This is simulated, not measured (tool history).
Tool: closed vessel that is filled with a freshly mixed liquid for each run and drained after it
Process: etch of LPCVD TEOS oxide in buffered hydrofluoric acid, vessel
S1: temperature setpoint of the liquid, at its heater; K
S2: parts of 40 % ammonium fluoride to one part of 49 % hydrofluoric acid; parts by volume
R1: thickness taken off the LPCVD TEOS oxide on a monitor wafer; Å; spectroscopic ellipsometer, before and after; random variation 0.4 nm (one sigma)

Run 1, day 0: S1 297.15 K, S2 16 parts by volume, time in the liquid (s) 35. Result: R1 922.17 Å.
Run 2, day 0.171: S1 295.65 K, S2 17 parts by volume, time in the liquid (s) 35. Result: R1 786.07 Å.
Run 3, day 0.558: S1 294.65 K, S2 17.5 parts by volume, time in the liquid (s) 35. Result: R1 735.2 Å.
Run 4, day 0.862: S1 293.65 K, S2 18.5 parts by volume, time in the liquid (s) 35. Result: R1 654.17 Å.
Run 5, day 1.088: S1 293.15 K, S2 19 parts by volume, time in the liquid (s) 35. Result: R1 613.13 Å.
Run 6, day 1.242: S1 292.65 K, S2 19.5 parts by volume, time in the liquid (s) 35. Result: R1 595.23 Å.
Run 7, day 1.429: S1 292.15 K, S2 20 parts by volume, time in the liquid (s) 35. Result: R1 551.15 Å.
Run 8, day 1.658: S1 291.65 K, S2 20.5 parts by volume, time in the liquid (s) 35. Result: R1 532.31 Å.

Forecast run 9:
Run 9, day 1.917: S1 291.15 K, S2 21 parts by volume, time in the liquid (s) 35. Result: R1 ?.

{"run 9": {"R1": 500.2}}
